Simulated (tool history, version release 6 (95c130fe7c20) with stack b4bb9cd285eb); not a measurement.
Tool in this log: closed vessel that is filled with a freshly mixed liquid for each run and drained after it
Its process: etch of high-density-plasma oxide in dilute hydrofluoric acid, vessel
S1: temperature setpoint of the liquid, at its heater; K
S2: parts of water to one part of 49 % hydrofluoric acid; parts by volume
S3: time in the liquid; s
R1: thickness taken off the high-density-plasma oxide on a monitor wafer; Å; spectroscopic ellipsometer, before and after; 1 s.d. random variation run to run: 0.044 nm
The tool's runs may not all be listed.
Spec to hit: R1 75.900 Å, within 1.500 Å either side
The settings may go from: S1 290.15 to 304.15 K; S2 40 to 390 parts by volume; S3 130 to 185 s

run	day	S1	S2	S3	R1
1	0.000	296.15	215	185	32.809
2	0.112	296.15	170	185	43.331
3	0.250	298.15	170	185	46.855
4	0.542	298.15	170	130	32.426
5	0.617	298.15	170	130	32.844
6	0.696	298.15	170	130	32.676
7	0.888	297.15	150	130	36.529
8	1.175	297.65	135	140	45.405
9	1.454	297.65	125	140	49.262
10	1.562	297.65	115	140	54.518
11	1.662	297.65	110	140	57.077

5 next moves are on the table. One of them brings every result within its allowed miss. Which?
A	1.762	296.15	105	185	?
B	1.762	299.65	95	160	?
C	1.762	297.15	95	170	?
D	1.762	297.15	100	185	?
E	1.762	298.15	105	185	?

move	R1
A	75.829
B	84.235
C	81.121
D	83.349
E	82.058
A: in spec on every target
B: the result that was furthest off in the last run now lies on the other side of its target
C: the result that was furthest off in the last run now lies on the other side of its target
D: the result that was furthest off in the last run now lies on the other side of its target
E: the result that was furthest off in the last run now lies on the other side of its target
Answer: A
